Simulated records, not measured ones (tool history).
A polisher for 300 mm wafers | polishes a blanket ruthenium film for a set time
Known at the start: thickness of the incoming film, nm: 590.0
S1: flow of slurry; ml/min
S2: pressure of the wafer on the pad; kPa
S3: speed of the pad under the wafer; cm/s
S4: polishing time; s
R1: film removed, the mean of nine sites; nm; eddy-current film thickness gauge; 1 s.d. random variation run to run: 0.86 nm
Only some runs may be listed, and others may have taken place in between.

| run | hour | S1 | S2 | S3 | S4 | R1 |
|---|---|---|---|---|---|---|
| 1 | 0 | 160 | 13.1 | 112 | 41 | 59.373 |
| 2 | 0.8 | 135 | 13.1 | 112 | 41 | 58.456 |
| 3 | 9.3 | 135 | 14.5 | 112 | 41 | 62.767 |
| 4 | 14.5 | 135 | 12.4 | 112 | 41 | 56.658 |
| 5 | 16 | 135 | 14.5 | 114 | 41 | 63.796 |
| 6 | 16.7 | 135 | 17.2 | 114 | 41 | 71.55 |

For run 7, what comes out?
| 7 | 18.5 | 140 | 17.9 | 116 | 41 | ? |

Run 7 gave R1 76.049 nm.

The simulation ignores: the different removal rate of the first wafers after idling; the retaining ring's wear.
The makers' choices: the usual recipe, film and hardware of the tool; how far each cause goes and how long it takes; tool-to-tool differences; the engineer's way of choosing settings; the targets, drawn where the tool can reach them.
